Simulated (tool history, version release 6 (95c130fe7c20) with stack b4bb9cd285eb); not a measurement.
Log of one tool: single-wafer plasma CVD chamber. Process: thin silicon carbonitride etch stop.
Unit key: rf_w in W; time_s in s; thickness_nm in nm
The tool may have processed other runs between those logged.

Run 1, hour 0.0: rf_w 240 W, time_s 7.96 s. Result: thickness_nm 4.3989 nm.
Run 2, hour 3.4: rf_w 240 W, time_s 8.84 s. Result: thickness_nm 4.8978 nm.
Run 3, hour 5.3: rf_w 225 W, time_s 8.84 s. Result: thickness_nm 4.8039 nm.
Run 4, hour 7.8: rf_w 255 W, time_s 8.84 s. Result: thickness_nm 4.9685 nm.
Run 5, hour 10.2: rf_w 225 W, time_s 8.84 s. Result: thickness_nm 4.8174 nm.
Run 6, hour 17.0: rf_w 215 W, time_s 7.82 s. Result: thickness_nm 4.2294 nm.
Run 7, hour 23.8: rf_w 215 W, time_s 7.82 s. Result: thickness_nm 4.2233 nm.

Run 8 has not been measured yet. What should we expect?
At hour 30.4: thermocouple changed; heater temperature recalibrated.
Run 8, hour 30.4: rf_w 215 W, time_s 7.82 s. Result: thickness_nm ?.

thickness_nm: 4.2304 nm

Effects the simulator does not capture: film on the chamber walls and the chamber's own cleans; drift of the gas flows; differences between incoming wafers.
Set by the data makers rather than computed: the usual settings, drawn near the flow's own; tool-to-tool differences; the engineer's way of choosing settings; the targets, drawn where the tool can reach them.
